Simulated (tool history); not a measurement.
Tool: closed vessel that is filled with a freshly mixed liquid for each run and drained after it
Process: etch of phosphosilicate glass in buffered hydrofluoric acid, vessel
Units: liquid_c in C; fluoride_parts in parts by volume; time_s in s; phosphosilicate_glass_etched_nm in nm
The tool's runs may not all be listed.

run  hour  liquid_c  fluoride_parts  time_s  phosphosilicate_glass_etched_nm
  1   0.0      22.0            19.5      30                           62.629
  2   7.9      22.0            22.0      30                           56.159
  3  12.1      20.0            22.0      30                           50.592
  4  15.5      22.0            21.5      30                           57.747
  5  16.6      22.0            16.0      30                           76.328
  6  24.5      23.0            16.0      30                           79.436
  7  32.4      23.5            16.0      30                           82.322

Run 8 comes next. What will it give?
  8  34.6      24.0            16.0      30                                ?

phosphosilicate_glass_etched_nm: 85.581 nm

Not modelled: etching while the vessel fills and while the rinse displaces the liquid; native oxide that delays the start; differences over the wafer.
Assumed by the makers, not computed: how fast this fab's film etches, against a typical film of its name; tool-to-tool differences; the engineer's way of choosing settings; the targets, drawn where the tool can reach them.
